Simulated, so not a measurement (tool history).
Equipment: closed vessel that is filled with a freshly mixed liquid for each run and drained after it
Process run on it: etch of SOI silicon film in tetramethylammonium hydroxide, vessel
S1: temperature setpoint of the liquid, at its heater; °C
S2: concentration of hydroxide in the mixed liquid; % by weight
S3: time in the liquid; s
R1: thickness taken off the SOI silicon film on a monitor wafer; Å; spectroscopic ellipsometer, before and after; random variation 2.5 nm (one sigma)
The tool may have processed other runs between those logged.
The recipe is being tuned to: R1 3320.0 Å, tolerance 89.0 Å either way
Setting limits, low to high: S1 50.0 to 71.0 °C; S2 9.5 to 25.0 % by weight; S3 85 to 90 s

run,day,S1,S2,S3,R1
1,0.000,58.0,17.5,85,2564.6
2,0.112,58.0,15.5,85,2702.3
3,0.417,58.0,14.0,85,2824.5
4,0.692,58.0,11.0,85,3099.1
5,0.850,53.5,11.0,85,2324.7
6,0.958,51.0,11.0,85,1981.4
7,1.000,52.5,11.0,85,2164.6
8,1.042,53.5,11.0,85,2309.3
9,1.267,54.5,11.0,85,2492.3
10,1.467,55.0,11.0,85,2561.5
11,1.683,60.0,11.0,85,3494.3

5 candidate next runs follow, results not yet known. Just one meets every target within its allowed miss. Identify it.
A,1.900,59.5,10.5,85,?
B,1.900,60.5,11.5,85,?
C,1.900,58.5,9.5,90,?
D,1.900,58.5,10.0,85,?
E,1.900,60.0,10.5,85,?

move,R1
A,3460.4
B,3565.0
C,3568.9
D,3301.1
E,3570.9
A: closer than the last run, but not yet in spec
B: moves away from the targets compared with the last run
C: moves away from the targets compared with the last run
D: in spec on every target
E: moves away from the targets compared with the last run
Correct choice: D, which meets every target

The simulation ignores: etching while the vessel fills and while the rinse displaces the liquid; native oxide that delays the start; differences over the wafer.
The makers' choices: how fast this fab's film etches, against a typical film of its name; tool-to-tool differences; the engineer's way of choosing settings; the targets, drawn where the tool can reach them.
